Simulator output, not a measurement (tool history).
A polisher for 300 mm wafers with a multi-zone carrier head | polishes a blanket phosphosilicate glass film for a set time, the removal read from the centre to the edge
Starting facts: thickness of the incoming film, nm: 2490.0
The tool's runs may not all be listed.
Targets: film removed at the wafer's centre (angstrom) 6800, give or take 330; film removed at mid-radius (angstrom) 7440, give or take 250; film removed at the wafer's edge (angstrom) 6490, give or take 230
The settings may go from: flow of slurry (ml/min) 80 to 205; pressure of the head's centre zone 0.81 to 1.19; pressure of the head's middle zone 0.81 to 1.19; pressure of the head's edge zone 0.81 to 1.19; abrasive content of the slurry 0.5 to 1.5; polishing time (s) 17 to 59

run	day	flow of slurry (ml/min)	pressure of the head's centre zone	pressure of the head's middle zone	pressure of the head's edge zone	abrasive content of the slurry	polishing time (s)	film removed at the wafer's centre (angstrom)	film removed at mid-radius (angstrom)	film removed at the wafer's edge (angstrom)
1	0	135	1	1	1	1	38	5110.8	5163.4	5262.8
2	0.158	135	1	0.92	1	1	38	5253.4	4938.2	5151.9
3	0.292	145	1.01	0.97	0.97	1.1	38	5614.8	5375.1	5307.4
4	0.342	145	1.01	0.97	0.97	1.1	42	6190.5	5900.4	5914
5	0.462	165	1.01	0.97	0.97	1.1	42	6297.6	6038.6	5982.8
6	0.504	165	1.01	0.97	0.97	1.1	48	7236.6	6822.4	6837.9
7	0.571	170	1	0.99	0.94	1.1	48	7059.3	7028.5	6767.7
8	0.717	170	1	1	0.92	1.1	48	7090.2	7102.2	6735.6
9	0.888	170	1	1.01	0.9	1.1	48	7151	7128.8	6566.2
10	1.012	170	0.99	1.02	0.89	1.1	48	6818.5	7082.5	6633.7

Exercise: of the 5 proposed moves below, exactly one satisfies all targets within the stated allowed misses. Which move is it?
A	1.138	170	0.97	0.98	0.91	1.1	45	?	?	?
B	1.138	190	1.02	1.15	0.82	1.1	46	?	?	?
C	1.138	180	1	1.02	1	1.35	41	?	?	?
D	1.138	165	1.01	1	1.01	1.05	47	?	?	?
E	1.138	205	0.92	1.05	0.84	1.3	45	?	?	?

move	film removed at the wafer's centre (angstrom)	film removed at mid-radius (angstrom)	film removed at the wafer's edge (angstrom)
A	6490	6443.1	6238.4
B	6980.6	7651.3	6137.9
C	6507.8	6539.3	6386.6
D	6820.3	6707.8	6717
E	6816.8	7393.2	6464.8
A: misses by more than the last run did
B: meets the target for the result that was furthest off, but another lies outside its allowed miss
C: misses by more than the last run did
D: misses by more than the last run did
E: all results in spec
E meets every target.

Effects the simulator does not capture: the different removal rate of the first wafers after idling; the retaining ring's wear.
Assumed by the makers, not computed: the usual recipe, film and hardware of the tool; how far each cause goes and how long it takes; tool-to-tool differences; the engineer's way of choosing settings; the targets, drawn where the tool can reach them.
